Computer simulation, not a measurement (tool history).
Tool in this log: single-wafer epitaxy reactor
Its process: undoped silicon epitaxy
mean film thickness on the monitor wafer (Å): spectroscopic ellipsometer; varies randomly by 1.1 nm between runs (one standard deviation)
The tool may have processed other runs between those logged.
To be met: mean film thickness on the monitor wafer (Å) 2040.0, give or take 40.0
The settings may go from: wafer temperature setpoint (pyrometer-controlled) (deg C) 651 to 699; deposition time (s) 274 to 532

run,hour,wafer temperature setpoint (pyrometer-controlled) (deg C),deposition time (s),mean film thickness on the monitor wafer (Å)
1,0.0,675,403,1145.8
2,2.8,680,403,1308.7
3,7.1,686,403,1488.4
4,15.1,695,403,1823.5
5,20.8,686,403,1495.1
6,24.3,686,424,1562.9
7,28.2,689,424,1675.8
8,31.0,691,424,1755.0
9,38.5,693,424,1835.4
10,44.6,694,424,1879.0
11,45.5,699,425,2120.7

4 next moves are on the table. One of them brings every result within its allowed miss. Which?
A,46.4,698,435,?
B,46.4,699,424,?
C,46.4,698,443,?
D,46.4,696,437,?

move,mean film thickness on the monitor wafer (Å)
A,2120.4
B,2113.3
C,2159.4
D,2037.0
A: no better and no worse than the last run
B: closes in on the targets versus the last run, not all within tolerance yet
C: further off than the last run
D: in spec on every target
The move that meets every target is D.
